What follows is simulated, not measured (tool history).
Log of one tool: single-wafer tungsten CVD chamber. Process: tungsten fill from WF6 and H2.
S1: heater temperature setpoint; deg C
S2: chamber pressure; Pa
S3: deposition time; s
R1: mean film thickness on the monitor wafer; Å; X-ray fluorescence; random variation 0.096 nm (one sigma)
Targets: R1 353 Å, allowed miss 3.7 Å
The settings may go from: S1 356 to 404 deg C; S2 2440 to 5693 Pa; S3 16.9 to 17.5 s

{"run": 1, "hour": 0.0, "S1": 380, "S2": 4066, "S3": 16.9, "R1": 333}
{"run": 2, "hour": 7.8, "S1": 380, "S2": 4066, "S3": 16.9, "R1": 333.98}
{"run": 3, "hour": 10.8, "S1": 380, "S2": 4066, "S3": 17.5, "R1": 346.47}
{"run": 4, "hour": 14.7, "S1": 380, "S2": 4066, "S3": 17.5, "R1": 346.77}
{"run": 5, "hour": 21.7, "S1": 380, "S2": 3653, "S3": 17.5, "R1": 327.3}
{"run": 6, "hour": 26.4, "S1": 381, "S2": 3653, "S3": 17.5, "R1": 333.49}
{"run": 7, "hour": 32.9, "S1": 382, "S2": 3653, "S3": 17.5, "R1": 338.72}
{"run": 8, "hour": 36.8, "S1": 383, "S2": 3653, "S3": 17.5, "R1": 344.8}

Which of these 4 next moves meets every target?
{"run": "A", "hour": 40.7, "S1": 382, "S2": 4440, "S3": 16.9, "R1": "?"}
{"run": "B", "hour": 40.7, "S1": 385, "S2": 3720, "S3": 17.5, "R1": "?"}
{"run": "C", "hour": 40.7, "S1": 386, "S2": 3453, "S3": 17.5, "R1": "?"}
{"run": "D", "hour": 40.7, "S1": 380, "S2": 3960, "S3": 17.5, "R1": "?"}

move=A R1=360.62
move=B R1=360.26
move=C R1=353
move=D R1=340.52
A: takes the result that was furthest off past its target
B: takes the result that was furthest off past its target
C: meets every target
D: further off than the last run
Move C is the one to make.
